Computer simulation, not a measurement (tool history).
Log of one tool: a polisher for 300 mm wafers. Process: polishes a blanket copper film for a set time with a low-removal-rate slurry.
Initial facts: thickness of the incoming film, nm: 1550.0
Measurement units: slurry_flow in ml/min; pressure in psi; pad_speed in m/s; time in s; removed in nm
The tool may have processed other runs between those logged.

| run | day | slurry_flow | pressure | pad_speed | slurry_solids | time | removed |
|---|---|---|---|---|---|---|---|
| 1 | 0.000 | 180 | 2.5 | 1.26 | 1.0 | 25 | 72.037 |
| 2 | 0.375 | 180 | 2.5 | 1.26 | 1.1 | 25 | 72.438 |
| 3 | 0.442 | 180 | 2.5 | 1.26 | 1.3 | 25 | 74.181 |
| 4 | 0.638 | 180 | 2.9 | 1.26 | 1.3 | 25 | 81.856 |
| 5 | 0.842 | 180 | 3.2 | 1.26 | 1.3 | 25 | 91.003 |
| 6 | 1.104 | 180 | 3.2 | 1.26 | 1.3 | 23 | 83.321 |

Run 7 is up next; what results do you expect?
| 7 | 1.329 | 195 | 3.9 | 1.30 | 1.3 | 23 | ? |

removed: 104.030 nm
